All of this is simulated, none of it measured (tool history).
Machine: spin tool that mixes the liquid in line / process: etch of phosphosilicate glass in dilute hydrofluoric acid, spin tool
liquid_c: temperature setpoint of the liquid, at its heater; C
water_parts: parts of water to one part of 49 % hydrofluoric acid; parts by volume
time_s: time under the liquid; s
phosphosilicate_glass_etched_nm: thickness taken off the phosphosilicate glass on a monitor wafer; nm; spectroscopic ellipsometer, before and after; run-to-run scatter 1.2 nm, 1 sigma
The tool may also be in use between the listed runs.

run,hour,liquid_c,water_parts,time_s,phosphosilicate_glass_etched_nm
1,0,24,145,65,71.477
2,8,26,120,65,95.469
3,12.4,27.5,100,65,125.6
4,13.9,27.5,100,65,125.66
5,20.6,27.5,100,70,135.25
6,28.9,28.5,90,70,157.86
7,37.8,29.5,85,70,175.35

Run 8 comes next. What will it give?
8,39.6,32,65,70,?

{"run 8": {"phosphosilicate_glass_etched_nm": 257.99}}
